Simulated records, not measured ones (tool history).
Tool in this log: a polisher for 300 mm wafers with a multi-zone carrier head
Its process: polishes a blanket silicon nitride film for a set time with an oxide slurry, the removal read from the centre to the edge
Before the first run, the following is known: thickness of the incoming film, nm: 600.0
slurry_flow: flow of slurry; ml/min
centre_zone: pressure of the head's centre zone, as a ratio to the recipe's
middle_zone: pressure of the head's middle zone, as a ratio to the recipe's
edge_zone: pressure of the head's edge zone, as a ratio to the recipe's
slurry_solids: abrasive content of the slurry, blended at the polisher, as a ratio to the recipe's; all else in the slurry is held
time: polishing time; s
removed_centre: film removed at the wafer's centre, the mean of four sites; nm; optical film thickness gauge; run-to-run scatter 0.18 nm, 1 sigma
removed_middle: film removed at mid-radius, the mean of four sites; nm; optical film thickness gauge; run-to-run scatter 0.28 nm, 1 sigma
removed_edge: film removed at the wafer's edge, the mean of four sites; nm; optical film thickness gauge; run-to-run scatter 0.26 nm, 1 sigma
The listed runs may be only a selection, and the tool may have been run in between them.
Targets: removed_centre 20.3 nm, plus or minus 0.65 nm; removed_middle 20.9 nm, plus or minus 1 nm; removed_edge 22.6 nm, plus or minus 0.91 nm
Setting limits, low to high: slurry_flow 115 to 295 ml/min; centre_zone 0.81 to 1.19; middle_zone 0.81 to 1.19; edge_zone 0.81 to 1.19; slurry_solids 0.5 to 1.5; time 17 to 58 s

run  hour  slurry_flow  centre_zone  middle_zone  edge_zone  slurry_solids  time  removed_centre  removed_middle  removed_edge
  1     0          190            1            1          1              1    37          28.853          27.704         28.69
  2   8.9          190            1            1          1              1    41          32.069          31.295        32.063
  3  13.1          185         0.96         0.97       0.98           0.85    40          27.293          27.382         28.23
  4  16.9          185         0.96         0.97       0.98           0.75    40          25.739           25.12        26.669
       23  -- worn pad replaced by a new one
  5    23          185         0.96          0.9       0.98           0.75    40          27.501          25.964        28.978
  6  31.3          185         0.92          0.9       0.98           0.75    40          26.254          25.663        28.864
  7  38.6          175         0.91         0.91       0.97            0.7    40          24.935          24.417        26.743
  8  41.3          175         0.91         0.91       0.97            0.7    40          25.212          24.787        27.227
  9    50          170          0.9         0.92       0.98           0.65    40          23.655          23.891        26.044
 10  54.1          165         0.89         0.92       0.98            0.6    40           22.18          22.134        24.946
 11  58.3          155         0.88         0.93       0.97            0.6    40          21.385          22.573        24.201
 12  64.7          155         0.88         0.93       0.97            0.6    40          21.426          22.341        24.663
 13    68          150         0.89         0.94       0.96            0.6    40          21.581          22.419        23.969
 14  73.3          145         0.89         0.94       0.96            0.6    40          21.003          22.195        24.103
 15  74.7          145          0.9         0.94       0.96            0.6    40          21.419          22.132        24.479
 16  75.7          145         0.91         0.95       0.95            0.6    40           21.54          22.516        24.248

Below are 5 possible settings for the next run. Only one of them brings all results inside the allowed miss of their targets. Which is it?
  A  76.7          125         0.82         0.93       1.02           0.55    45               ?               ?             ?
  B  76.7          120         0.86         0.88       1.08            0.5    48               ?               ?             ?
  C  76.7          160         0.87          0.9        0.9            0.5    43               ?               ?             ?
  D  76.7          185         0.93         0.85       0.93            0.8    35               ?               ?             ?
  E  76.7          215         1.03         1.05       0.89            0.6    36               ?               ?             ?

move  removed_centre  removed_middle  removed_edge
   A          19.907          22.827        25.386
   B          20.662          21.606        25.994
   C          20.282           21.15        22.407
   D          24.068          22.307        24.993
   E          23.956          23.791        21.708
A: brings the last run's worst result on target, with another outside its allowed miss
B: brings the last run's worst result on target, with another outside its allowed miss
C: all results land within tolerance of their targets
D: misses by more than the last run did
E: misses by more than the last run did
Move C is the one to make.
